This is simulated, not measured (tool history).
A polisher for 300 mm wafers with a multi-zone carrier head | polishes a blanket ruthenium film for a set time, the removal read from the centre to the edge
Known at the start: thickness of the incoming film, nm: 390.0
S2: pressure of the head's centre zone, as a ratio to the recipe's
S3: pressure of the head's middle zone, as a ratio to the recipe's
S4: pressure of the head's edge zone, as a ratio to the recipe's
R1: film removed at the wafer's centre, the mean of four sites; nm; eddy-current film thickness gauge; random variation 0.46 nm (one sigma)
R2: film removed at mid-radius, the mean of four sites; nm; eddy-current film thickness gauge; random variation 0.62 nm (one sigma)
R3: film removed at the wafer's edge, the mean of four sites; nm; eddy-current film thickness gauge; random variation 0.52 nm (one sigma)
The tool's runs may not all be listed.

{"run": 1, "hour": 0.0, "flow of slurry (ml/min)": 125, "S2": 1, "S3": 1, "S4": 1, "polishing time (s)": 48, "R1": 54.215, "R2": 54.375, "R3": 56.245}
{"run": 2, "hour": 7.8, "flow of slurry (ml/min)": 120, "S2": 0.98, "S3": 0.98, "S4": 0.99, "polishing time (s)": 47, "R1": 51.02, "R2": 52.279, "R3": 53.687}
{"run": 3, "hour": 14.3, "flow of slurry (ml/min)": 115, "S2": 0.97, "S3": 0.95, "S4": 0.99, "polishing time (s)": 47, "R1": 49.357, "R2": 49.365, "R3": 54.005}
{"run": 4, "hour": 21.8, "flow of slurry (ml/min)": 115, "S2": 0.97, "S3": 0.98, "S4": 0.99, "polishing time (s)": 47, "R1": 50.239, "R2": 51.335, "R3": 53.244}
{"run": 5, "hour": 25.8, "flow of slurry (ml/min)": 115, "S2": 0.97, "S3": 0.93, "S4": 0.99, "polishing time (s)": 47, "R1": 49.418, "R2": 48.376, "R3": 54.581}
{"run": 6, "hour": 31.2, "flow of slurry (ml/min)": 110, "S2": 0.96, "S3": 0.92, "S4": 0.98, "polishing time (s)": 47, "R1": 47.729, "R2": 49.176, "R3": 53.443}
{"run": 7, "hour": 35.0, "flow of slurry (ml/min)": 105, "S2": 0.97, "S3": 0.91, "S4": 0.98, "polishing time (s)": 46, "R1": 46.758, "R2": 45.458, "R3": 50.585}

Run 8 comes next. What will it give?
{"hour": 40.1, "done": "slurry nozzle cleaned"}
{"run": 8, "hour": 40.1, "flow of slurry (ml/min)": 100, "S2": 0.96, "S3": 0.91, "S4": 0.98, "polishing time (s)": 46, "R1": "?", "R2": "?", "R3": "?"}

{"run 8": {"R1": 51.611, "R2": 51.455, "R3": 55.403}}
